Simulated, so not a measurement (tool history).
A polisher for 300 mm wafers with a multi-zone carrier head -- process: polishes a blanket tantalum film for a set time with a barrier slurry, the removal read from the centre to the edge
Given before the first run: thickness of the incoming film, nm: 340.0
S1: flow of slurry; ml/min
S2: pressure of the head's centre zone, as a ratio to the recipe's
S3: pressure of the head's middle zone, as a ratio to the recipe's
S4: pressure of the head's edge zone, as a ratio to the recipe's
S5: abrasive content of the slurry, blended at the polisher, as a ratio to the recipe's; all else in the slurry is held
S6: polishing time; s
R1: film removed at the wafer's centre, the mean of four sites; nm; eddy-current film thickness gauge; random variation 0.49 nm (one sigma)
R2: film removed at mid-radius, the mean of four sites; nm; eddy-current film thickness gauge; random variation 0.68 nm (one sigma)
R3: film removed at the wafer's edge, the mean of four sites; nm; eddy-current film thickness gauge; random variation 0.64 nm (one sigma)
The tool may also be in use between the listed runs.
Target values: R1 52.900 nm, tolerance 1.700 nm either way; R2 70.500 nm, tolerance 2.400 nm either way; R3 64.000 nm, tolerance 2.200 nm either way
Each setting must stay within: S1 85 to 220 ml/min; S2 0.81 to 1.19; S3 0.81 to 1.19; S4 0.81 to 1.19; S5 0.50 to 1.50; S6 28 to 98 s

| run | hour | S1 | S2 | S3 | S4 | S5 | S6 | R1 | R2 | R3 |
|---|---|---|---|---|---|---|---|---|---|---|
| 1 | 0.0 | 140 | 1.00 | 1.00 | 1.00 | 1.00 | 63 | 97.995 | 100.110 | 98.245 |
| 2 | 0.9 | 130 | 0.97 | 1.01 | 0.99 | 0.90 | 61 | 87.413 | 93.358 | 91.544 |
| 3 | 5.2 | 130 | 1.00 | 1.01 | 0.99 | 0.90 | 61 | 91.478 | 91.347 | 91.001 |
| 4 | 6.9 | 130 | 1.00 | 1.01 | 0.99 | 0.90 | 46 | 68.826 | 69.819 | 67.669 |
| 5 | 14.9 | 125 | 0.97 | 1.02 | 0.98 | 0.90 | 46 | 65.430 | 69.109 | 67.594 |
| 6 | 23.0 | 125 | 1.01 | 1.02 | 0.98 | 0.90 | 46 | 67.868 | 68.962 | 66.943 |
| 7 | 25.6 | 120 | 0.98 | 1.04 | 0.97 | 0.90 | 46 | 64.651 | 69.994 | 67.748 |
| 8 | 31.6 | 120 | 0.96 | 1.05 | 0.95 | 0.90 | 46 | 64.688 | 70.456 | 65.873 |
| 9 | 38.3 | 115 | 0.94 | 1.06 | 0.95 | 0.90 | 46 | 61.445 | 69.945 | 65.673 |
| 10 | 40.4 | 110 | 0.93 | 1.07 | 0.95 | 0.90 | 46 | 60.844 | 70.552 | 65.279 |
| 11 | 46.4 | 105 | 0.91 | 1.08 | 0.95 | 0.90 | 46 | 58.639 | 70.014 | 63.168 |
| 12 | 51.3 | 100 | 0.89 | 1.08 | 0.97 | 0.90 | 46 | 55.444 | 67.258 | 63.602 |
| 13 | 55.4 | 100 | 0.88 | 1.09 | 0.97 | 0.90 | 46 | 55.021 | 69.759 | 64.175 |

5 next moves are on the table. One of them brings every result within its allowed miss. Which?
| A | 59.5 | 145 | 0.87 | 1.09 | 0.97 | 1.00 | 42 | ? | ? | ? |
| B | 59.5 | 90 | 0.86 | 1.14 | 0.96 | 0.70 | 50 | ? | ? | ? |
| C | 59.5 | 100 | 0.95 | 1.17 | 0.84 | 1.00 | 43 | ? | ? | ? |
| D | 59.5 | 100 | 0.93 | 1.15 | 1.01 | 0.95 | 44 | ? | ? | ? |
| E | 59.5 | 85 | 0.91 | 1.11 | 1.01 | 1.05 | 45 | ? | ? | ? |

| move | R1 | R2 | R3 |
|---|---|---|---|
| A | 56.882 | 71.724 | 64.921 |
| B | 52.759 | 71.332 | 64.508 |
| C | 56.761 | 70.531 | 57.925 |
| D | 56.215 | 70.313 | 63.874 |
| E | 53.558 | 67.093 | 64.162 |
A: misses by more than the last run did
B: each result inside its tolerance
C: misses by more than the last run did
D: misses by more than the last run did
E: meets the target for the result that was furthest off, but another lies outside its allowed miss
Answer: B

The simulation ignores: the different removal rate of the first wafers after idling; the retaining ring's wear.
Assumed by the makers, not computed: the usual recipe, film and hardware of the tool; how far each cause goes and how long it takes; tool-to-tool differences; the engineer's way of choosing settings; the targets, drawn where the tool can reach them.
